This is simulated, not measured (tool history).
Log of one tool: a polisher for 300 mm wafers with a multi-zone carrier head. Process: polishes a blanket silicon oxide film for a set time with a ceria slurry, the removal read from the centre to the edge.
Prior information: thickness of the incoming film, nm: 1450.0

run,hour,flow of slurry (ml/min),pressure of the head's centre zone,pressure of the head's middle zone,pressure of the head's edge zone,polishing time (s),film removed at the wafer's centre (nm),film removed at mid-radius (nm),film removed at the wafer's edge (nm)
1,0,300,1,1,1,62,432.46,430.97,435.61
2,1.1,305,0.97,0.99,1.05,63,429.41,436.39,449.94
3,4.5,305,0.97,1.07,1.05,63,419.21,463.35,445.15
4,11.7,305,1.03,1.07,1.05,63,452.67,464.42,451.95
5,19.1,305,1.03,1.07,1.05,57,413.34,415.33,405.69
6,20.2,305,1.03,1.07,1.05,49,355.39,360.39,346.32
7,24,295,0.99,1.03,1.09,54,379.18,382.32,392.89
8,28.3,285,0.96,1.01,1.12,58,394.96,399.71,430.31
9,36,280,0.94,1,1.14,60,389.43,417.33,445.13

Run 10 is up next; what results do you expect?
10,43.8,280,0.93,0.98,1.15,62,?,?,?

Run 10 gave film removed at the wafer's centre (nm) 397.18, film removed at mid-radius (nm) 426.41, film removed at the wafer's edge (nm) 463.48.

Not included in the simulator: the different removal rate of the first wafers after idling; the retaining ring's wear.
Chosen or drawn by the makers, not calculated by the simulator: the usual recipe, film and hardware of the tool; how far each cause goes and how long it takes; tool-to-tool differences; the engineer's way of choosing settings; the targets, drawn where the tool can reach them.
